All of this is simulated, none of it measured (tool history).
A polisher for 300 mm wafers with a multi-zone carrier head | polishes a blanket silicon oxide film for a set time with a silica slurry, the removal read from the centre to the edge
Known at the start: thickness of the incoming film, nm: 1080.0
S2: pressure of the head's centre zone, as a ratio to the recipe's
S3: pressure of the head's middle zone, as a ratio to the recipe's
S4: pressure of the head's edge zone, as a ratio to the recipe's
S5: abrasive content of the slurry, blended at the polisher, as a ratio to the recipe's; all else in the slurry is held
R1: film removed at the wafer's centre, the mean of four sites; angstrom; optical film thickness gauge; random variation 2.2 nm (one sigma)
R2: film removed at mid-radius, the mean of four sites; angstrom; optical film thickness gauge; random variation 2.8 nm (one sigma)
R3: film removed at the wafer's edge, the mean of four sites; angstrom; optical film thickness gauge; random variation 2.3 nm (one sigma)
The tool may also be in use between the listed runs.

Run 1, hour 0: flow of slurry (ml/min) 230, S2 1, S3 1, S4 1, S5 1, polishing time (s) 75. Result: R1 2696.2 angstrom, R2 2436.3 angstrom, R3 2448.4 angstrom.
Run 2, hour 1.8: flow of slurry (ml/min) 230, S2 1, S3 1.07, S4 1, S5 1, polishing time (s) 75. Result: R1 2578.7 angstrom, R2 2636.2 angstrom, R3 2458.3 angstrom.
Run 3, hour 3.2: flow of slurry (ml/min) 230, S2 1, S3 1.03, S4 1, S5 1, polishing time (s) 75. Result: R1 2627.8 angstrom, R2 2523.8 angstrom, R3 2459.8 angstrom.
Run 4, hour 7: flow of slurry (ml/min) 230, S2 1, S3 1.03, S4 1, S5 1, polishing time (s) 83. Result: R1 3010.4 angstrom, R2 2745.6 angstrom, R3 2726.8 angstrom.
Run 5, hour 7.9: flow of slurry (ml/min) 225, S2 0.95, S3 1.06, S4 0.96, S5 0.85, polishing time (s) 82. Result: R1 2645.6 angstrom, R2 2725.7 angstrom, R3 2541.5 angstrom.
Run 6, hour 16.8: flow of slurry (ml/min) 195, S2 0.95, S3 1.06, S4 0.96, S5 0.85, polishing time (s) 82. Result: R1 2534.3 angstrom, R2 2599.6 angstrom, R3 2446.5 angstrom.
Run 7, hour 25.7: flow of slurry (ml/min) 185, S2 0.92, S3 1.08, S4 0.94, S5 0.75, polishing time (s) 81. Result: R1 2303.6 angstrom, R2 2534.1 angstrom, R3 2246.9 angstrom.
Run 8, hour 27.1: flow of slurry (ml/min) 185, S2 0.92, S3 1.08, S4 0.94, S5 0.75, polishing time (s) 81. Result: R1 2285.9 angstrom, R2 2556 angstrom, R3 2287.9 angstrom.
Run 9, hour 31.2: flow of slurry (ml/min) 175, S2 0.82, S3 1.1, S4 0.85, S5 0.5, polishing time (s) 80. Result: R1 1807.2 angstrom, R2 2263.2 angstrom, R3 1903.8 angstrom.

Run 10 comes next. What will it give?
Run 10, hour 32.3: flow of slurry (ml/min) 180, S2 0.82, S3 1.1, S4 0.86, S5 0.5, polishing time (s) 80. Result: R1 ?, R2 ?, R3 ?.

{"run 10": {"R1": 1844.5, "R2": 2198.6, "R3": 1934.3}}
